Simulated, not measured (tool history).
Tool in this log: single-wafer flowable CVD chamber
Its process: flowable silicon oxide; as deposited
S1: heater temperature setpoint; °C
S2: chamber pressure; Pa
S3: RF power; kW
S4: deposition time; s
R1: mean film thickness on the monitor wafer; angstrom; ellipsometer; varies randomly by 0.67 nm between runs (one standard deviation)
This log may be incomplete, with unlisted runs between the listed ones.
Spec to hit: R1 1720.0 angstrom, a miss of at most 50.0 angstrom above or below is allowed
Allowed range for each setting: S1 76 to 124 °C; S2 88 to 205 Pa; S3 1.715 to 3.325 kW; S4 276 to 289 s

{"run": 1, "hour": 0.0, "S1": 100, "S2": 147, "S3": 2.52, "S4": 289, "R1": 2676.9}
{"run": 2, "hour": 8.5, "S1": 103, "S2": 147, "S3": 2.52, "S4": 289, "R1": 2391.5}
{"run": 3, "hour": 17.0, "S1": 105, "S2": 147, "S3": 2.52, "S4": 289, "R1": 2235.0}
{"run": 4, "hour": 24.0, "S1": 107, "S2": 147, "S3": 2.52, "S4": 289, "R1": 2080.2}
{"run": 5, "hour": 25.7, "S1": 108, "S2": 147, "S3": 2.52, "S4": 289, "R1": 2007.6}
{"run": 6, "hour": 29.4, "S1": 108, "S2": 147, "S3": 2.52, "S4": 276, "R1": 1915.3}
{"run": 7, "hour": 31.8, "S1": 109, "S2": 147, "S3": 2.52, "S4": 276, "R1": 1857.5}
{"run": 8, "hour": 40.7, "S1": 110, "S2": 147, "S3": 2.52, "S4": 276, "R1": 1778.4}

4 candidate next runs follow, results not yet known. Just one meets every target within its allowed miss. Identify it.
{"run": "A", "hour": 49.6, "S1": 111, "S2": 140, "S3": 2.18, "S4": 289, "R1": "?"}
{"run": "B", "hour": 49.6, "S1": 110, "S2": 128, "S3": 2.135, "S4": 284, "R1": "?"}
{"run": "C", "hour": 49.6, "S1": 113, "S2": 144, "S3": 2.38, "S4": 278, "R1": "?"}
{"run": "D", "hour": 49.6, "S1": 106, "S2": 115, "S3": 1.86, "S4": 280, "R1": "?"}

move=A R1=1694.5
move=B R1=1578.2
move=C R1=1578.5
move=D R1=1580.9
A: meets every target
B: carries the result that was furthest off beyond its target, to the other side
C: carries the result that was furthest off beyond its target, to the other side
D: carries the result that was furthest off beyond its target, to the other side
So the answer is move A, the one that meets all the targets.

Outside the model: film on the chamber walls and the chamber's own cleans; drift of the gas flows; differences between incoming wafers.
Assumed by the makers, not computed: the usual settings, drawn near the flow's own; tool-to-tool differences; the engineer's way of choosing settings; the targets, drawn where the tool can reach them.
